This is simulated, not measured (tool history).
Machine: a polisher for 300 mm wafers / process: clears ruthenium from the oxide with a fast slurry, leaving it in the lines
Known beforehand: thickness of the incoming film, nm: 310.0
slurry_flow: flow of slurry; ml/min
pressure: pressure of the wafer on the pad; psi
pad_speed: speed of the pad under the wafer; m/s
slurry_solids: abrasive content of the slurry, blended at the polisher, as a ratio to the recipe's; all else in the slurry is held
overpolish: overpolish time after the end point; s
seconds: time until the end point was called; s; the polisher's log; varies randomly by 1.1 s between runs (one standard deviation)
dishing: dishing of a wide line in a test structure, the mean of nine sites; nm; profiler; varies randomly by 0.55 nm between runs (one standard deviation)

{"run": 1, "hour": 0.0, "slurry_flow": 225, "pressure": 3.3, "pad_speed": 1.2, "slurry_solids": 1.0, "overpolish": 21, "seconds": 57.294, "dishing": 68.77}
{"run": 2, "hour": 4.0, "slurry_flow": 225, "pressure": 2.7, "pad_speed": 1.2, "slurry_solids": 1.0, "overpolish": 21, "seconds": 68.211, "dishing": 60.351}
{"run": 3, "hour": 8.0, "slurry_flow": 225, "pressure": 2.5, "pad_speed": 1.2, "slurry_solids": 1.0, "overpolish": 21, "seconds": 72.036, "dishing": 57.297}
{"run": 4, "hour": 14.8, "slurry_flow": 225, "pressure": 2.4, "pad_speed": 1.2, "slurry_solids": 1.0, "overpolish": 21, "seconds": 74.8, "dishing": 56.794}
{"run": 5, "hour": 15.3, "slurry_flow": 225, "pressure": 2.9, "pad_speed": 1.2, "slurry_solids": 1.0, "overpolish": 21, "seconds": 63.903, "dishing": 63.515}
{"run": 6, "hour": 17.3, "slurry_flow": 225, "pressure": 2.9, "pad_speed": 1.08, "slurry_solids": 1.0, "overpolish": 21, "seconds": 71.73, "dishing": 58.483}
{"run": 7, "hour": 22.5, "slurry_flow": 225, "pressure": 2.9, "pad_speed": 1.08, "slurry_solids": 1.0, "overpolish": 21, "seconds": 71.342, "dishing": 59.634}

Predict the results of run 8:
{"run": 8, "hour": 25.5, "slurry_flow": 225, "pressure": 2.7, "pad_speed": 1.08, "slurry_solids": 1.0, "overpolish": 21, "seconds": "?", "dishing": "?"}

seconds: 75.781 s
dishing: 55.620 nm
